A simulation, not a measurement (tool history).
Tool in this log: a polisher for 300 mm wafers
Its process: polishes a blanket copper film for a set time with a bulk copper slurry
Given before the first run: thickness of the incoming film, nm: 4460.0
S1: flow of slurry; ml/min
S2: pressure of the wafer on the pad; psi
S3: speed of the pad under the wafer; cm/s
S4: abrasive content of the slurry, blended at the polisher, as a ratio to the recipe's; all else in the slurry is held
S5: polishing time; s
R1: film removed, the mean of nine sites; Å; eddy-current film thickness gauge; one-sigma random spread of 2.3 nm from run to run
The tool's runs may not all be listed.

| run | day | S1 | S2 | S3 | S4 | S5 | R1 |
|---|---|---|---|---|---|---|---|
| 1 | 0 | 270 | 2.8 | 86 | 1 | 46 | 3282.7 |
| 2 | 0.067 | 205 | 2.8 | 86 | 1 | 46 | 3193.7 |
| 3 | 0.371 | 205 | 2.8 | 86 | 0.85 | 46 | 3103.1 |
| 4 | 0.458 | 205 | 2.8 | 86 | 1 | 46 | 3303.9 |
| 5 | 0.625 | 205 | 2.8 | 86 | 1 | 46 | 3268.3 |
| 6 | 0.988 | 205 | 2.8 | 86 | 0.8 | 46 | 3063.4 |

Predict the results of run 7:
| 7 | 1.083 | 205 | 2.5 | 86 | 0.8 | 46 | ? |

Run 7 came out at R1 2739.5 Å.
